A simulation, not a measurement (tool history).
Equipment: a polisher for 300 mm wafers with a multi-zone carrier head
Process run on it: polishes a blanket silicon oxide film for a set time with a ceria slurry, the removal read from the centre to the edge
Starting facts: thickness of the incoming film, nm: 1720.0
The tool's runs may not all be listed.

run  hour  flow of slurry (ml/min)  pressure of the head's centre zone  pressure of the head's middle zone  pressure of the head's edge zone  polishing time (s)  film removed at the wafer's centre (angstrom)  film removed at mid-radius (angstrom)  film removed at the wafer's edge (angstrom)
  1   0.0                      195                                1.00                                1.00                              1.00                  44                                         2690.5                                 2762.3                                       2546.9
  2   2.5                      195                                1.00                                1.00                              1.00                  54                                         3363.5                                 3307.6                                       3141.0
  3  10.4                      190                                1.02                                0.97                              0.99                  50                                         3133.2                                 2975.2                                       2898.0
  4  17.6                      190                                1.04                                0.95                              0.97                  46                                         2942.3                                 2699.7                                       2708.6
     23.6  -- edge zone pressure recalibrated
  5  23.6                      190                                1.04                                0.95                              0.97                  39                                         2507.3                                 2277.6                                       2300.6
  6  29.8                      190                                1.04                                0.95                              0.97                  32                                         2068.5                                 1905.0                                       1962.1

Run 7 is up next; what results do you expect?
  7  32.0                      190                                1.06                                0.95                              0.95                  31                                              ?                                      ?                                            ?

{"run 7": {"film removed at the wafer's centre (angstrom)": 2004.5, "film removed at mid-radius (angstrom)": 1806.1, "film removed at the wafer's edge (angstrom)": 1822.9}}
